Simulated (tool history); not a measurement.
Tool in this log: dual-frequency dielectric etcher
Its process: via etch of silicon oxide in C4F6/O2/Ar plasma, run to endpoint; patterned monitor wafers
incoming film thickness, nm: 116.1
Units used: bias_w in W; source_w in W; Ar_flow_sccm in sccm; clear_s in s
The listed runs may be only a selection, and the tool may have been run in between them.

| run | hour | bias_w | source_w | Ar_flow_sccm | clear_s |
|---|---|---|---|---|---|
| 1 | 0.0 | 403 | 310 | 272 | 30.785 |
| 2 | 6.7 | 403 | 310 | 253 | 30.529 |
| 3 | 12.8 | 403 | 310 | 221 | 30.373 |
| 4 | 14.6 | 349 | 310 | 221 | 31.515 |
| 5 | 18.4 | 339 | 300 | 223 | 32.431 |
| 6 | 25.9 | 330 | 290 | 224 | 33.711 |
|  | 33.4 | source power generator calibrated |
| 7 | 33.4 | 322 | 290 | 224 | 33.110 |
| 8 | 41.9 | 314 | 280 | 225 | 34.007 |
| 9 | 48.4 | 307 | 270 | 226 | 35.038 |
| 10 | 51.9 | 302 | 270 | 226 | 35.345 |
| 11 | 54.7 | 297 | 270 | 226 | 35.744 |
| 12 | 62.3 | 242 | 250 | 231 | 40.428 |
| 13 | 67.1 | 245 | 250 | 231 | 39.681 |
| 14 | 75.9 | 247 | 250 | 231 | 39.969 |

Run 15 comes next. What will it give?
| 15 | 81.8 | 250 | 250 | 231 | ? |

clear_s: 40.086 s
